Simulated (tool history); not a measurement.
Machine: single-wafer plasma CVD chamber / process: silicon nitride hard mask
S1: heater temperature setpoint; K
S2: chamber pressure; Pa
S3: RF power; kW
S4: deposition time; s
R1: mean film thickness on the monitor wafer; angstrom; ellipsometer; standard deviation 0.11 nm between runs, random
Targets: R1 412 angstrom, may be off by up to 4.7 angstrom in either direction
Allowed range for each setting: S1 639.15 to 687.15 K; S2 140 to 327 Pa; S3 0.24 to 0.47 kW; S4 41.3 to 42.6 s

Run 1, hour 0: S1 663.15 K, S2 233 Pa, S3 0.355 kW, S4 41.3 s. Result: R1 534.63 angstrom.
Run 2, hour 1.3: S1 663.15 K, S2 224 Pa, S3 0.345 kW, S4 41.3 s. Result: R1 510.25 angstrom.
Run 3, hour 4.5: S1 663.15 K, S2 215 Pa, S3 0.34 kW, S4 41.3 s. Result: R1 495.13 angstrom.
Run 4, hour 5.6: S1 654.15 K, S2 215 Pa, S3 0.34 kW, S4 41.3 s. Result: R1 495.95 angstrom.
Run 5, hour 14.5: S1 654.15 K, S2 215 Pa, S3 0.34 kW, S4 41.3 s. Result: R1 495.43 angstrom.
Run 6, hour 21.5: S1 654.15 K, S2 215 Pa, S3 0.32 kW, S4 41.3 s. Result: R1 467.9 angstrom.
Run 7, hour 25.9: S1 654.15 K, S2 207 Pa, S3 0.32 kW, S4 41.3 s. Result: R1 458.31 angstrom.
Run 8, hour 27.2: S1 654.15 K, S2 201 Pa, S3 0.32 kW, S4 41.3 s. Result: R1 452.6 angstrom.

4 candidate next runs follow, results not yet known. Just one meets every target within its allowed miss. Identify it.
Run A, hour 28.5: S1 656.15 K, S2 200 Pa, S3 0.285 kW, S4 41.3 s. Result: R1 ?.
Run B, hour 28.5: S1 641.15 K, S2 200 Pa, S3 0.275 kW, S4 41.5 s. Result: R1 ?.
Run C, hour 28.5: S1 651.15 K, S2 176 Pa, S3 0.3 kW, S4 41.8 s. Result: R1 ?.
Run D, hour 28.5: S1 655.15 K, S2 167 Pa, S3 0.325 kW, S4 41.3 s. Result: R1 ?.

move      R1
   A   395.8
   B  383.41
   C  397.15
   D  412.14
A: moves the result that the last run missed by most past its target, out the other side
B: moves the result that the last run missed by most past its target, out the other side
C: moves the result that the last run missed by most past its target, out the other side
D: all results land within tolerance of their targets
Move D is the one to make.
